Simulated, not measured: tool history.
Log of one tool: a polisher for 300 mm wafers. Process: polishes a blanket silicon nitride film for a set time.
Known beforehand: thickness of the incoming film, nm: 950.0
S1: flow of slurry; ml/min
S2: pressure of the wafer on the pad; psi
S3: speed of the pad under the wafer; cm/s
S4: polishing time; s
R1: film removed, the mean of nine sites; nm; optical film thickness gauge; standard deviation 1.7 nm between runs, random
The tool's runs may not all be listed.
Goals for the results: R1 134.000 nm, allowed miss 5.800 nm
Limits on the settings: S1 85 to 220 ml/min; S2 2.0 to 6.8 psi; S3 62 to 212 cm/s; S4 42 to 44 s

run 1 hour=0.0 | S1=140 S2=4.4 S3=136 S4=42 | R1=100.070
run 2 hour=5.6 | S1=175 S2=4.4 S3=136 S4=42 | R1=101.920
run 3 hour=8.4 | S1=175 S2=4.4 S3=120 S4=42 | R1=93.160
run 4 hour=15.5 | S1=175 S2=5.1 S3=120 S4=42 | R1=104.520
run 5 hour=19.3 | S1=175 S2=5.4 S3=120 S4=42 | R1=112.640
run 6 hour=28.3 | S1=175 S2=5.4 S3=98 S4=42 | R1=96.633
run 7 hour=29.8 | S1=175 S2=5.7 S3=100 S4=42 | R1=100.810
-- hour=37.2 worn pad replaced by a new one
run 8 hour=37.2 | S1=175 S2=5.9 S3=102 S4=42 | R1=117.960
run 9 hour=39.3 | S1=175 S2=6.0 S3=102 S4=42 | R1=119.280
run 10 hour=40.2 | S1=175 S2=6.1 S3=102 S4=42 | R1=120.460
run 11 hour=40.8 | S1=175 S2=6.2 S3=102 S4=42 | R1=123.570
run 12 hour=43.9 | S1=175 S2=6.3 S3=102 S4=42 | R1=125.260
run 13 hour=52.6 | S1=175 S2=6.4 S3=102 S4=42 | R1=125.460

Below are 4 possible settings for the next run. Only one of them brings all results inside the allowed miss of their targets. Which is it?
run A hour=61.3 | S1=195 S2=5.1 S3=126 S4=42 | R1=?
run B hour=61.3 | S1=190 S2=6.4 S3=92 S4=42 | R1=?
run C hour=61.3 | S1=150 S2=5.0 S3=126 S4=42 | R1=?
run D hour=61.3 | S1=200 S2=6.8 S3=98 S4=42 | R1=?

move=A R1=120.890
move=B R1=116.900
move=C R1=113.590
move=D R1=131.440
A: its largest miss is bigger than the last run's
B: its largest miss is bigger than the last run's
C: its largest miss is bigger than the last run's
D: in spec on every target
D is the move that brings every result within its allowed miss.
